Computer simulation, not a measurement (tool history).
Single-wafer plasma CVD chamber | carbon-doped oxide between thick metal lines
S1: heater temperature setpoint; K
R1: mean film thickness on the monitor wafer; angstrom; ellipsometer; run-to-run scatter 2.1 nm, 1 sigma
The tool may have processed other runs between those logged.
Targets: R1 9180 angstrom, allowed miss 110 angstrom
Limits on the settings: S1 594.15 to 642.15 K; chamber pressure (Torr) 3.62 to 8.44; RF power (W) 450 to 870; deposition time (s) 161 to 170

{"run": 1, "hour": 0.0, "S1": 618.15, "chamber pressure (Torr)": 6.03, "RF power (W)": 660, "deposition time (s)": 170, "R1": 10227}
{"run": 2, "hour": 8.9, "S1": 620.15, "chamber pressure (Torr)": 5.82, "RF power (W)": 655, "deposition time (s)": 170, "R1": 10065}
{"run": 3, "hour": 11.7, "S1": 622.15, "chamber pressure (Torr)": 5.66, "RF power (W)": 655, "deposition time (s)": 170, "R1": 9964.7}
{"run": 4, "hour": 13.5, "S1": 622.15, "chamber pressure (Torr)": 5.19, "RF power (W)": 655, "deposition time (s)": 170, "R1": 9875.1}
{"run": 5, "hour": 21.1, "S1": 613.15, "chamber pressure (Torr)": 5.19, "RF power (W)": 655, "deposition time (s)": 170, "R1": 10164}
{"run": 6, "hour": 27.9, "S1": 613.15, "chamber pressure (Torr)": 5.19, "RF power (W)": 655, "deposition time (s)": 170, "R1": 10116}
{"run": 7, "hour": 28.7, "S1": 615.15, "chamber pressure (Torr)": 5.04, "RF power (W)": 655, "deposition time (s)": 170, "R1": 10030}
{"run": 8, "hour": 29.7, "S1": 617.15, "chamber pressure (Torr)": 4.92, "RF power (W)": 655, "deposition time (s)": 170, "R1": 9979.7}
{"run": 9, "hour": 34.4, "S1": 619.15, "chamber pressure (Torr)": 4.79, "RF power (W)": 655, "deposition time (s)": 170, "R1": 9881.8}
{"hour": 35.1, "done": "capacitance manometer re-zeroed and calibrated"}
{"run": 10, "hour": 35.1, "S1": 621.15, "chamber pressure (Torr)": 4.69, "RF power (W)": 655, "deposition time (s)": 170, "R1": 9856.6}
{"run": 11, "hour": 37.8, "S1": 623.15, "chamber pressure (Torr)": 4.57, "RF power (W)": 650, "deposition time (s)": 170, "R1": 9729.4}
{"run": 12, "hour": 39.5, "S1": 624.15, "chamber pressure (Torr)": 4.47, "RF power (W)": 650, "deposition time (s)": 170, "R1": 9722.3}
{"run": 13, "hour": 48.1, "S1": 625.15, "chamber pressure (Torr)": 4.37, "RF power (W)": 645, "deposition time (s)": 170, "R1": 9577.5}
{"run": 14, "hour": 49.6, "S1": 626.15, "chamber pressure (Torr)": 4.31, "RF power (W)": 645, "deposition time (s)": 170, "R1": 9547.1}
{"run": 15, "hour": 56.9, "S1": 627.15, "chamber pressure (Torr)": 4.26, "RF power (W)": 645, "deposition time (s)": 170, "R1": 9486.3}
{"run": 16, "hour": 59.9, "S1": 628.15, "chamber pressure (Torr)": 4.22, "RF power (W)": 645, "deposition time (s)": 170, "R1": 9468.7}
{"run": 17, "hour": 63.6, "S1": 629.15, "chamber pressure (Torr)": 4.18, "RF power (W)": 645, "deposition time (s)": 170, "R1": 9421.2}
{"run": 18, "hour": 69.5, "S1": 630.15, "chamber pressure (Torr)": 4.15, "RF power (W)": 645, "deposition time (s)": 170, "R1": 9433.7}
{"run": 19, "hour": 73.2, "S1": 638.15, "chamber pressure (Torr)": 3.67, "RF power (W)": 640, "deposition time (s)": 170, "R1": 9078.4}

Which single option among these 5 for the next run brings every result within its allowed miss of target? Just one does.
{"run": "A", "hour": 76.9, "S1": 635.15, "chamber pressure (Torr)": 3.99, "RF power (W)": 660, "deposition time (s)": 161, "R1": "?"}
{"run": "B", "hour": 76.9, "S1": 640.15, "chamber pressure (Torr)": 4.14, "RF power (W)": 640, "deposition time (s)": 170, "R1": "?"}
{"run": "C", "hour": 76.9, "S1": 641.15, "chamber pressure (Torr)": 3.65, "RF power (W)": 625, "deposition time (s)": 170, "R1": "?"}
{"run": "D", "hour": 76.9, "S1": 640.15, "chamber pressure (Torr)": 3.67, "RF power (W)": 635, "deposition time (s)": 170, "R1": "?"}
{"run": "E", "hour": 76.9, "S1": 642.15, "chamber pressure (Torr)": 3.84, "RF power (W)": 680, "deposition time (s)": 164, "R1": "?"}

move=A R1=8888
move=B R1=9160.6
move=C R1=8911.7
move=D R1=9009.7
move=E R1=8997.8
A: moves away from the targets compared with the last run
B: each result inside its tolerance
C: moves away from the targets compared with the last run
D: moves away from the targets compared with the last run
E: moves away from the targets compared with the last run
So the answer is move B, the one that meets all the targets.
